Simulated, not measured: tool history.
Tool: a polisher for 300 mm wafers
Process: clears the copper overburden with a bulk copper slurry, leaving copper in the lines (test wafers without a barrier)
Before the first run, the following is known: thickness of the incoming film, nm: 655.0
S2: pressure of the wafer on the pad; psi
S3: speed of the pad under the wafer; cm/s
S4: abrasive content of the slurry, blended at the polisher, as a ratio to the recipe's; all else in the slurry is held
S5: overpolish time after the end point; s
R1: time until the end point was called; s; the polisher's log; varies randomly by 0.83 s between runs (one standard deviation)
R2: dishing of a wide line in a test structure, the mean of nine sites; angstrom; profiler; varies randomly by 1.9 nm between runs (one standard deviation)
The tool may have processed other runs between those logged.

run 1 hour=0.0 | flow_of_slurry_(ml/min)=280 S2=1.8 S3=84 S4=1.0 S5=22 | R1=114.640 R2=668.13
run 2 hour=4.5 | flow_of_slurry_(ml/min)=280 S2=1.8 S3=102 S4=1.0 S5=22 | R1=94.119 R2=732.46
run 3 hour=10.9 | flow_of_slurry_(ml/min)=280 S2=2.0 S3=102 S4=1.0 S5=22 | R1=86.939 R2=796.59
run 4 hour=13.3 | flow_of_slurry_(ml/min)=335 S2=2.0 S3=102 S4=1.0 S5=22 | R1=84.428 R2=813.50
run 5 hour=18.6 | flow_of_slurry_(ml/min)=335 S2=2.0 S3=102 S4=1.0 S5=17 | R1=84.019 R2=689.74
-- hour=27.3 head pressure recalibrated
run 6 hour=27.3 | flow_of_slurry_(ml/min)=335 S2=2.0 S3=102 S4=1.0 S5=12 | R1=94.400 R2=479.59
run 7 hour=32.2 | flow_of_slurry_(ml/min)=330 S2=2.0 S3=102 S4=1.0 S5=13 | R1=93.902 R2=498.22
run 8 hour=38.9 | flow_of_slurry_(ml/min)=325 S2=2.0 S3=102 S4=1.0 S5=14 | R1=93.018 R2=542.12
run 9 hour=40.8 | flow_of_slurry_(ml/min)=320 S2=2.0 S3=102 S4=1.0 S5=15 | R1=94.056 R2=554.30

Run 10, settings as shown, results not yet in. Your forecast:
run 10 hour=46.7 | flow_of_slurry_(ml/min)=320 S2=2.0 S3=102 S4=1.0 S5=16 | R1=? R2=?

R1: 93.590 s
R2: 601.98 angstrom
